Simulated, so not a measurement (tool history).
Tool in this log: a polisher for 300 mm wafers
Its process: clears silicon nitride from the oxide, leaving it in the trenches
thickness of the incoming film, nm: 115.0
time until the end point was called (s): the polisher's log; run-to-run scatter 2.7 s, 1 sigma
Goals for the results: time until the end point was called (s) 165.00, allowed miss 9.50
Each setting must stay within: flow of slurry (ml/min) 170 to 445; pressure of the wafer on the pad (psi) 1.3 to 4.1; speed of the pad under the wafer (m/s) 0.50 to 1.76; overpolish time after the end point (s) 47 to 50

run	hour	flow of slurry (ml/min)	pressure of the wafer on the pad (psi)	speed of the pad under the wafer (m/s)	overpolish time after the end point (s)	time until the end point was called (s)
1	0.0	285	2.7	1.12	47	111.79
2	7.9	285	2.4	1.10	47	123.15
3	13.2	285	2.1	1.08	47	134.39
4	16.3	285	2.6	1.08	47	115.07
5	18.7	355	2.6	1.08	47	110.84
6	23.9	350	2.2	1.06	47	130.47
7	24.7	350	2.0	1.04	47	143.73
8	25.9	350	1.9	1.04	47	149.20

Exactly one of the 5 candidate moves below puts every result within its allowed miss. Which one?
A	27.1	310	1.9	1.08	50	?
B	27.1	405	2.0	0.88	50	?
C	27.1	380	2.2	0.94	49	?
D	27.1	360	2.0	1.08	47	?
E	27.1	330	2.0	1.10	47	?

move	time until the end point was called (s)
A	147.33
B	169.35
C	148.92
D	140.19
E	138.72
A: lands further from the targets than the last run did
B: every result within its allowed miss
C: no better and no worse than the last run
D: lands further from the targets than the last run did
E: lands further from the targets than the last run did
Answer: B
